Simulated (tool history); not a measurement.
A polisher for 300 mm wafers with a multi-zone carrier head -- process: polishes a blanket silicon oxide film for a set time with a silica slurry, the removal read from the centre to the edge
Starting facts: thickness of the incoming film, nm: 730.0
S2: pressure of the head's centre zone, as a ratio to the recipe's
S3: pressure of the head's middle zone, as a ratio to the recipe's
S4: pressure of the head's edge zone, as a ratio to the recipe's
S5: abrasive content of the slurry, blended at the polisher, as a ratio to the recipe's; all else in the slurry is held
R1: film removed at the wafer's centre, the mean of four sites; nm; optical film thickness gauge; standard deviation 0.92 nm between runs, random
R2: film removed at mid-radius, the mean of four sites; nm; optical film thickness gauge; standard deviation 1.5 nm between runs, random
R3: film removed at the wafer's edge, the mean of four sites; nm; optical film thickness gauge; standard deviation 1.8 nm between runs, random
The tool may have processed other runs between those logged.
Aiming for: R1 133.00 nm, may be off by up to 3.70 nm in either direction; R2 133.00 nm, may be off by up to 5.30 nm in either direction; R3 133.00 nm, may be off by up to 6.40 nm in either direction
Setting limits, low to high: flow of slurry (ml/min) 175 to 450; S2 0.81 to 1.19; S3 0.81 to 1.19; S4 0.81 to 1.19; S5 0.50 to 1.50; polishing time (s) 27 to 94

{"run": 1, "hour": 0.0, "flow of slurry (ml/min)": 290, "S2": 1.0, "S3": 1.0, "S4": 1.0, "S5": 1.0, "polishing time (s)": 60, "R1": 236.51, "R2": 235.25, "R3": 233.64}
{"run": 2, "hour": 1.9, "flow of slurry (ml/min)": 290, "S2": 0.93, "S3": 1.0, "S4": 1.0, "S5": 1.0, "polishing time (s)": 60, "R1": 216.68, "R2": 242.4, "R3": 235.26}
{"run": 3, "hour": 2.6, "flow of slurry (ml/min)": 290, "S2": 0.93, "S3": 1.0, "S4": 1.0, "S5": 1.0, "polishing time (s)": 68, "R1": 247.23, "R2": 263.13, "R3": 259.61}
{"run": 4, "hour": 8.8, "flow of slurry (ml/min)": 285, "S2": 0.94, "S3": 0.96, "S4": 0.96, "S5": 0.85, "polishing time (s)": 61, "R1": 207.68, "R2": 213.78, "R3": 214.35}
{"run": 5, "hour": 12.2, "flow of slurry (ml/min)": 280, "S2": 0.93, "S3": 0.94, "S4": 0.93, "S5": 0.75, "polishing time (s)": 57, "R1": 177.11, "R2": 183.83, "R3": 179.52}
{"run": 6, "hour": 20.6, "flow of slurry (ml/min)": 280, "S2": 0.85, "S3": 0.94, "S4": 0.93, "S5": 0.75, "polishing time (s)": 57, "R1": 162.26, "R2": 182.0, "R3": 181.03}
{"run": 7, "hour": 28.7, "flow of slurry (ml/min)": 275, "S2": 0.86, "S3": 0.92, "S4": 0.9, "S5": 0.7, "polishing time (s)": 56, "R1": 153.63, "R2": 167.34, "R3": 166.59}
{"run": 8, "hour": 36.7, "flow of slurry (ml/min)": 270, "S2": 0.87, "S3": 0.9, "S4": 0.88, "S5": 0.65, "polishing time (s)": 56, "R1": 148.24, "R2": 155.83, "R3": 160.7}
{"run": 9, "hour": 43.4, "flow of slurry (ml/min)": 280, "S2": 0.88, "S3": 0.9, "S4": 0.86, "S5": 0.6, "polishing time (s)": 55, "R1": 140.24, "R2": 145.96, "R3": 146.99}
{"run": 10, "hour": 51.6, "flow of slurry (ml/min)": 285, "S2": 0.9, "S3": 0.87, "S4": 0.81, "S5": 0.5, "polishing time (s)": 55, "R1": 125.09, "R2": 124.41, "R3": 124.64}
{"run": 11, "hour": 58.4, "flow of slurry (ml/min)": 285, "S2": 0.9, "S3": 0.88, "S4": 0.82, "S5": 0.5, "polishing time (s)": 55, "R1": 126.58, "R2": 127.36, "R3": 129.83}
{"hour": 63.0, "done": "edge zone pressure recalibrated"}
{"run": 12, "hour": 63.0, "flow of slurry (ml/min)": 285, "S2": 0.91, "S3": 0.89, "S4": 0.83, "S5": 0.5, "polishing time (s)": 55, "R1": 127.9, "R2": 126.89, "R3": 123.69}
{"run": 13, "hour": 70.1, "flow of slurry (ml/min)": 285, "S2": 0.91, "S3": 0.89, "S4": 0.84, "S5": 0.5, "polishing time (s)": 55, "R1": 126.0, "R2": 125.79, "R3": 123.62}

Which one of the following 4 next-run settings gets every result inside its allowed miss? There is exactly one.
{"run": "A", "hour": 77.2, "flow of slurry (ml/min)": 255, "S2": 1.04, "S3": 1.11, "S4": 0.81, "S5": 0.6, "polishing time (s)": 48, "R1": "?", "R2": "?", "R3": "?"}
{"run": "B", "hour": 77.2, "flow of slurry (ml/min)": 255, "S2": 1.09, "S3": 1.0, "S4": 0.89, "S5": 0.5, "polishing time (s)": 53, "R1": "?", "R2": "?", "R3": "?"}
{"run": "C", "hour": 77.2, "flow of slurry (ml/min)": 315, "S2": 0.95, "S3": 0.94, "S4": 0.99, "S5": 0.55, "polishing time (s)": 50, "R1": "?", "R2": "?", "R3": "?"}
{"run": "D", "hour": 77.2, "flow of slurry (ml/min)": 200, "S2": 0.92, "S3": 0.85, "S4": 0.81, "S5": 0.65, "polishing time (s)": 52, "R1": "?", "R2": "?", "R3": "?"}

move=A R1=142.74 R2=151.44 R3=117.70
move=B R1=144.90 R2=134.23 R3=119.13
move=C R1=130.80 R2=131.94 R3=128.98
move=D R1=138.70 R2=133.88 R3=131.65
A: carries the result that was furthest off beyond its target, to the other side
B: carries the result that was furthest off beyond its target, to the other side
C: every result lands within tolerance
D: carries the result that was furthest off beyond its target, to the other side
C meets every target.

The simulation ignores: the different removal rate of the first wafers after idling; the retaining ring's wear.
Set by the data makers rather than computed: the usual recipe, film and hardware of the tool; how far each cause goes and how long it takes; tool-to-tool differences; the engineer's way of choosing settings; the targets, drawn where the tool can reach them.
